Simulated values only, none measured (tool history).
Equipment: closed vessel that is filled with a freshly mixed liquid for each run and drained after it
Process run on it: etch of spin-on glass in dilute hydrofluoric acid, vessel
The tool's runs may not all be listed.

run	day	temperature setpoint of the liquid (°C)	parts of water to one part of 49 % hydrofluoric acid (parts by volume)	time in the liquid (s)	thickness taken off the spin-on glass on a monitor wafer (Å)
1	0	25	165	90	253.74
2	0.258	25	115	90	380.49
3	0.625	28	115	90	429.8
4	0.838	28	170	90	272.46
5	1.171	28	220	90	198.25
6	1.442	31	220	90	218.7
7	1.496	31.5	205	90	242.55
8	1.571	31.5	190	90	270.76
9	1.867	31.5	180	90	285.01
10	1.954	31.5	170	90	311.31
11	2.275	33	110	90	543.13

Run 12 is up next; what results do you expect?
12	2.446	32.5	110	90	?

Run 12 measured thickness taken off the spin-on glass on a monitor wafer (Å) 526.71.
